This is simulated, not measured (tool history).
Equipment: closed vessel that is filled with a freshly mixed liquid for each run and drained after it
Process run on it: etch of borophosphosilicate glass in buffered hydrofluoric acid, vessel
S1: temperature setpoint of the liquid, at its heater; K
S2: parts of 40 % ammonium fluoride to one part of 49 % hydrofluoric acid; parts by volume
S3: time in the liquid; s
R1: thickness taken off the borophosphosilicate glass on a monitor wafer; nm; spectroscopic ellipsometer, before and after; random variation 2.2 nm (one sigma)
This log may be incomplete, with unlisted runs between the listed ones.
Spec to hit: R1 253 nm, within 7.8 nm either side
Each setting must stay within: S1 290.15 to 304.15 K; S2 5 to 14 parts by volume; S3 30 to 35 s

run	day	S1	S2	S3	R1
1	0	296.15	8.5	35	143.38
2	0.379	293.15	8.5	35	122.87
3	0.429	295.15	8	35	146.83
4	0.475	297.15	8	35	162.83
5	0.746	298.65	8	35	173.39
6	0.921	299.65	8	35	187.73
7	1.104	300.65	8	35	197.85
8	1.279	301.15	8	35	202.5
9	1.667	301.65	8	35	207.39
10	1.933	304.15	7	35	267.81
11	1.967	303.65	7	35	264.33

4 next moves are on the table. One of them brings every result within its allowed miss. Which?
A	2	300.65	6.5	35	?
B	2	304.15	7	35	?
C	2	304.15	7.5	35	?
D	2	301.65	6	35	?

move	R1
A	241.98
B	271.93
C	252.24
D	273.64
A: takes the result that was furthest off past its target
B: further off than the last run
C: all results in spec
D: further off than the last run
Correct choice: C, which meets every target

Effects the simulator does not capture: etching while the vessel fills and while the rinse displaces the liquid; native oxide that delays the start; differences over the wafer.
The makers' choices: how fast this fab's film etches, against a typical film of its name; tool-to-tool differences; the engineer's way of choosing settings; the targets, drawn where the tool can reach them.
